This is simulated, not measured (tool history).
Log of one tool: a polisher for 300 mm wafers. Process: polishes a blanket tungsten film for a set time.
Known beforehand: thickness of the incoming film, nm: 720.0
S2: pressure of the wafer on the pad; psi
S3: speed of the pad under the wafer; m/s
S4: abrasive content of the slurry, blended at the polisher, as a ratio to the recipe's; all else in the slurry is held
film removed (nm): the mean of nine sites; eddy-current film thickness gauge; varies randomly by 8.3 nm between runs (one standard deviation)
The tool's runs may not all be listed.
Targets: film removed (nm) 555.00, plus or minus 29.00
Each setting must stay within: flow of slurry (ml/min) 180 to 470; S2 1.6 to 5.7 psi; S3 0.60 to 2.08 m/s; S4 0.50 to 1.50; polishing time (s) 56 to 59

Run 1, hour 0.0: flow of slurry (ml/min) 300, S2 3.6 psi, S3 1.34 m/s, S4 1.00, polishing time (s) 56. Result: film removed (nm) 395.23.
Run 2, hour 7.8: flow of slurry (ml/min) 300, S2 3.8 psi, S3 1.34 m/s, S4 1.00, polishing time (s) 56. Result: film removed (nm) 413.59.
Run 3, hour 8.5: flow of slurry (ml/min) 300, S2 4.0 psi, S3 1.34 m/s, S4 1.00, polishing time (s) 56. Result: film removed (nm) 433.96.
Run 4, hour 11.1: flow of slurry (ml/min) 300, S2 4.2 psi, S3 1.34 m/s, S4 1.00, polishing time (s) 56. Result: film removed (nm) 449.45.
Run 5, hour 13.3: flow of slurry (ml/min) 300, S2 4.4 psi, S3 1.34 m/s, S4 1.00, polishing time (s) 56. Result: film removed (nm) 485.91.
Run 6, hour 17.0: flow of slurry (ml/min) 300, S2 4.5 psi, S3 1.34 m/s, S4 1.00, polishing time (s) 56. Result: film removed (nm) 490.67.
Run 7, hour 23.8: flow of slurry (ml/min) 300, S2 4.6 psi, S3 1.34 m/s, S4 1.00, polishing time (s) 56. Result: film removed (nm) 501.15.
Run 8, hour 26.1: flow of slurry (ml/min) 300, S2 4.7 psi, S3 1.34 m/s, S4 1.00, polishing time (s) 56. Result: film removed (nm) 516.42.
Run 9, hour 28.6: flow of slurry (ml/min) 300, S2 4.8 psi, S3 1.34 m/s, S4 1.00, polishing time (s) 56. Result: film removed (nm) 516.62.

Which one of the following 4 next-run settings gets every result inside its allowed miss? There is exactly one.
Run A, hour 31.1: flow of slurry (ml/min) 265, S2 4.3 psi, S3 1.72 m/s, S4 0.75, polishing time (s) 58. Result: film removed (nm) ?.
Run B, hour 31.1: flow of slurry (ml/min) 260, S2 5.1 psi, S3 1.08 m/s, S4 1.30, polishing time (s) 56. Result: film removed (nm) ?.
Run C, hour 31.1: flow of slurry (ml/min) 310, S2 5.5 psi, S3 1.34 m/s, S4 1.20, polishing time (s) 56. Result: film removed (nm) ?.
Run D, hour 31.1: flow of slurry (ml/min) 300, S2 4.7 psi, S3 1.12 m/s, S4 1.30, polishing time (s) 57. Result: film removed (nm) ?.

move  film removed (nm)
   A             538.68
   B             480.88
   C             616.30
   D             472.53
A: every result within its allowed miss
B: moves away from the targets compared with the last run
C: pushes the last run's worst result past its target
D: moves away from the targets compared with the last run
A meets every target.

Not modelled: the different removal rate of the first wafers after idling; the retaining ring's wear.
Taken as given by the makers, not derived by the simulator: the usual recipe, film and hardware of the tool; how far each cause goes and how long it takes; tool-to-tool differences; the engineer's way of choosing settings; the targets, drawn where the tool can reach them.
